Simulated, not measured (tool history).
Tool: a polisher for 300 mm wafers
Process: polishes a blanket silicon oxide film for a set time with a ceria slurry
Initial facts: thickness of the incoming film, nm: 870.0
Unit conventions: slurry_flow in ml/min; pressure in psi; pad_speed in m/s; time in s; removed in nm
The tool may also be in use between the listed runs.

| run | hour | slurry_flow | pressure | pad_speed | time | removed |
|---|---|---|---|---|---|---|
| 1 | 0 | 210 | 3.1 | 1 | 100 | 430.3 |
| 2 | 8.9 | 210 | 3.1 | 1 | 105 | 448.47 |
| 3 | 14.3 | 210 | 3.1 | 1 | 105 | 448.42 |
| 4 | 15.3 | 210 | 2.5 | 1 | 105 | 397.26 |
| 5 | 20.9 | 210 | 2.4 | 1 | 105 | 388.25 |
| 6 | 29.7 | 210 | 2.3 | 1 | 105 | 377.21 |

What does the tool deliver on the next run?
| 7 | 30.7 | 210 | 2.2 | 1 | 105 | ? |

{"run 7": {"removed": 365.8}}
